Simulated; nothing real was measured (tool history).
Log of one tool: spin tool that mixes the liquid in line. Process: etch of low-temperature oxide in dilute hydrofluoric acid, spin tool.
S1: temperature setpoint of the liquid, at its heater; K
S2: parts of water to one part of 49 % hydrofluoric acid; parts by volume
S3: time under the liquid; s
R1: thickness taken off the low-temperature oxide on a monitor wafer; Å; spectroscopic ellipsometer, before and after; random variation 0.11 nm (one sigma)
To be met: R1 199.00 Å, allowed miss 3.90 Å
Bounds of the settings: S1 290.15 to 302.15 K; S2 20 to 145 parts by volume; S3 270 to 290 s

run  hour      S1   S2   S3      R1
  1   0.0  294.15   80  270  402.54
  2   7.8  293.65   85  270  369.53
  3  15.3  290.65   85  270  324.66
  4  21.9  290.65   65  270  433.65
  5  27.3  290.65   75  270  371.02
  6  28.6  290.65   80  270  350.04
  7  33.5  290.65   80  270  346.48
  8  34.7  290.65   85  270  326.56
  9  41.7  290.65   90  270  305.51
 10  45.0  290.65   95  270  290.18
 11  50.2  290.65  100  270  274.20
 12  56.3  290.65  105  270  258.49
 13  63.1  290.65  110  270  247.63
 14  71.5  290.65  115  270  232.64
 15  76.4  290.15  120  270  218.95
 16  77.0  290.15  125  270  209.06

Which of these 4 next moves meets every target?
  A  77.6  290.15  135  290   ?
  B  77.6  290.15  125  280   ?
  C  77.6  293.65  140  270   ?
  D  77.6  290.15  130  270   ?

move      R1
   A  205.95
   B  216.91
   C  212.04
   D  200.11
A: nearer than the last run, and not there yet
B: further off than the last run
C: further off than the last run
D: meets every target
Move D is the one to make.
